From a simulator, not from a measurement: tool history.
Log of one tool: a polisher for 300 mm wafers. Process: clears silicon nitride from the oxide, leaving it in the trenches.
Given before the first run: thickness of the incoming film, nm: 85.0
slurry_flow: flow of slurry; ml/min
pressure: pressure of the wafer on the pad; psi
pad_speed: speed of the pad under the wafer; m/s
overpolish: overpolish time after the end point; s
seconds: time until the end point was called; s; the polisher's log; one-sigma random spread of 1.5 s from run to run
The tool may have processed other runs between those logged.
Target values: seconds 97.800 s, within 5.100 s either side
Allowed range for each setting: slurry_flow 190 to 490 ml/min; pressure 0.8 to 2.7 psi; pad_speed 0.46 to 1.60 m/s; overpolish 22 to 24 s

{"run": 1, "hour": 0.0, "slurry_flow": 315, "pressure": 1.7, "pad_speed": 1.02, "overpolish": 22, "seconds": 130.06}
{"run": 2, "hour": 4.8, "slurry_flow": 315, "pressure": 1.5, "pad_speed": 1.02, "overpolish": 22, "seconds": 147.07}
{"run": 3, "hour": 10.8, "slurry_flow": 315, "pressure": 1.6, "pad_speed": 1.02, "overpolish": 22, "seconds": 136.84}
{"run": 4, "hour": 13.0, "slurry_flow": 315, "pressure": 1.7, "pad_speed": 1.02, "overpolish": 22, "seconds": 135.41}
{"run": 5, "hour": 13.7, "slurry_flow": 390, "pressure": 1.7, "pad_speed": 1.02, "overpolish": 22, "seconds": 132.02}
{"run": 6, "hour": 19.3, "slurry_flow": 390, "pressure": 1.7, "pad_speed": 0.76, "overpolish": 22, "seconds": 177.18}
{"run": 7, "hour": 20.7, "slurry_flow": 390, "pressure": 1.9, "pad_speed": 0.78, "overpolish": 22, "seconds": 155.81}
{"run": 8, "hour": 23.3, "slurry_flow": 390, "pressure": 2.4, "pad_speed": 0.84, "overpolish": 22, "seconds": 114.43}

Next run, 4 choices. One meets every target within its allowed miss, the rest don't. Which?
{"run": "A", "hour": 25.9, "slurry_flow": 390, "pressure": 2.6, "pad_speed": 1.06, "overpolish": 22, "seconds": "?"}
{"run": "B", "hour": 25.9, "slurry_flow": 390, "pressure": 2.6, "pad_speed": 0.94, "overpolish": 23, "seconds": "?"}
{"run": "C", "hour": 25.9, "slurry_flow": 350, "pressure": 2.3, "pad_speed": 0.94, "overpolish": 24, "seconds": "?"}
{"run": "D", "hour": 25.9, "slurry_flow": 375, "pressure": 2.7, "pad_speed": 1.02, "overpolish": 22, "seconds": "?"}

move=A seconds=84.092
move=B seconds=94.479
move=C seconds=105.820
move=D seconds=84.736
A: takes the biggest miss from the last run beyond its target
B: meets every target
C: gains on the last run, yet a result remains outside its allowed miss
D: takes the biggest miss from the last run beyond its target
The move that meets every target is B.
